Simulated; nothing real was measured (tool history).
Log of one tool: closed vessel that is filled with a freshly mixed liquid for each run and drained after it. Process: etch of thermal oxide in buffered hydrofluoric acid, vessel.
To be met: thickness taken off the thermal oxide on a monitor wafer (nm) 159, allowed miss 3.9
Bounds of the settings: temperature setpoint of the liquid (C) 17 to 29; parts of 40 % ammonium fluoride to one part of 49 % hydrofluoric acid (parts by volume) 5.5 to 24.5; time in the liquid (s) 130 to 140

| run | day | temperature setpoint of the liquid (C) | parts of 40 % ammonium fluoride to one part of 49 % hydrofluoric acid (parts by volume) | time in the liquid (s) | thickness taken off the thermal oxide on a monitor wafer (nm) |
|---|---|---|---|---|---|
| 1 | 0 | 21 | 15 | 130 | 86.76 |
| 2 | 0.1 | 21 | 15 | 130 | 87.227 |
| 3 | 0.425 | 23 | 14.5 | 130 | 99.355 |
| 4 | 0.767 | 24.5 | 14 | 130 | 112.65 |
| 5 | 1.071 | 25.5 | 13.5 | 130 | 124.06 |
| 6 | 1.117 | 25.5 | 13.5 | 140 | 133.16 |
| 7 | 1.442 | 26.5 | 13.5 | 140 | 142.64 |
| 8 | 1.558 | 27 | 13.5 | 140 | 146.97 |
| 9 | 1.704 | 27.5 | 13.5 | 140 | 148.82 |
| 10 | 1.8 | 28 | 13.5 | 140 | 151.84 |
| 11 | 1.967 | 28 | 13.5 | 140 | 152.36 |

4 next moves are on the table. One of them brings every result within its allowed miss. Which?
| A | 2.133 | 26.5 | 12 | 130 | ? |
| B | 2.133 | 28 | 12 | 130 | ? |
| C | 2.133 | 28.5 | 13.5 | 130 | ? |
| D | 2.133 | 27.5 | 12.5 | 130 | ? |

| move | thickness taken off the thermal oxide on a monitor wafer (nm) |
|---|---|
| A | 149.24 |
| B | 161.69 |
| C | 147.98 |
| D | 151.29 |
A: further off than the last run
B: meets every target
C: further off than the last run
D: further off than the last run
Answer: B
